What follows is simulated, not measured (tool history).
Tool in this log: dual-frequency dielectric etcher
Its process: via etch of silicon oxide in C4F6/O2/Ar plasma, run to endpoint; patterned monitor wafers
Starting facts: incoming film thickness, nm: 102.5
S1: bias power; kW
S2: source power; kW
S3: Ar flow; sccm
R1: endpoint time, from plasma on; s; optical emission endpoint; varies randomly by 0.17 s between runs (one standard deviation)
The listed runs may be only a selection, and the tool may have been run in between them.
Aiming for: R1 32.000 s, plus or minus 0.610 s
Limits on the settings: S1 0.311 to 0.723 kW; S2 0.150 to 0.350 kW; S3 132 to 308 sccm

run	hour	S1	S2	S3	R1
1	0.0	0.517	0.250	220	26.252
2	5.5	0.490	0.240	221	27.251
3	13.5	0.490	0.240	246	27.635
4	21.1	0.467	0.240	247	27.932
5	21.8	0.388	0.240	247	29.627
# hour 24.7: Ar flow controller replaced
6	24.7	0.388	0.240	231	29.938
7	31.3	0.378	0.240	231	30.129
8	39.5	0.369	0.240	231	29.735
9	42.7	0.311	0.210	240	33.665
10	46.7	0.319	0.210	240	33.258

5 candidate next runs follow, results not yet known. Just one meets every target within its allowed miss. Identify it.
A	50.7	0.384	0.210	270	?
B	50.7	0.311	0.190	255	?
C	50.7	0.386	0.220	246	?
D	50.7	0.329	0.250	236	?
E	50.7	0.351	0.240	265	?

move	R1
A	31.802
B	35.202
C	30.917
D	30.619
E	30.826
A: in spec on every target
B: further off than the last run
C: takes the result that was furthest off past its target
D: takes the result that was furthest off past its target
E: takes the result that was furthest off past its target
The move that meets every target is A.
